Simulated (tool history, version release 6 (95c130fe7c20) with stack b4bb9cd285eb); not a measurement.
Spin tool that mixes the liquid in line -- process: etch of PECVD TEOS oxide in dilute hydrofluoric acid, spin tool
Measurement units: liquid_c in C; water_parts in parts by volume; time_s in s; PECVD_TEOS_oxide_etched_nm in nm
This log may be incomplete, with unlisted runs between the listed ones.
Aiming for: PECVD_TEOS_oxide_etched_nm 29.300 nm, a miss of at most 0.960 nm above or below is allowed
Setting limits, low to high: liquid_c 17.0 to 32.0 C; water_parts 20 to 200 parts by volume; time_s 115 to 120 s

| run | day | liquid_c | water_parts | time_s | PECVD_TEOS_oxide_etched_nm |
|---|---|---|---|---|---|
| 1 | 0.000 | 24.0 | 110 | 115 | 11.506 |
| 2 | 0.242 | 27.0 | 110 | 115 | 13.042 |
| 3 | 0.454 | 27.5 | 100 | 115 | 14.908 |
| 4 | 0.671 | 28.0 | 95 | 115 | 16.232 |
| 5 | 0.817 | 31.0 | 95 | 115 | 18.011 |
| 6 | 1.058 | 31.0 | 90 | 115 | 19.109 |
| 7 | 1.271 | 31.0 | 85 | 115 | 20.496 |
| 8 | 1.304 | 31.0 | 80 | 115 | 21.747 |
| 9 | 1.492 | 31.0 | 75 | 115 | 23.443 |
| 10 | 1.571 | 32.0 | 55 | 115 | 34.109 |
| 11 | 1.662 | 31.5 | 55 | 115 | 33.765 |

Exactly one of the 5 candidate moves below puts every result within its allowed miss. Which one?
| A | 1.754 | 32.0 | 60 | 120 | ? |
| B | 1.754 | 32.0 | 70 | 120 | ? |
| C | 1.754 | 29.0 | 60 | 120 | ? |
| D | 1.754 | 27.5 | 60 | 120 | ? |
| E | 1.754 | 31.5 | 45 | 120 | ? |

| move | PECVD_TEOS_oxide_etched_nm |
|---|---|
| A | 32.125 |
| B | 27.106 |
| C | 28.602 |
| D | 26.960 |
| E | 43.033 |
A: an improvement on the last run, though not all results are within tolerance
B: takes the result that was furthest off past its target
C: all results land within tolerance of their targets
D: takes the result that was furthest off past its target
E: its largest miss is bigger than the last run's
C is the move that brings every result within its allowed miss.
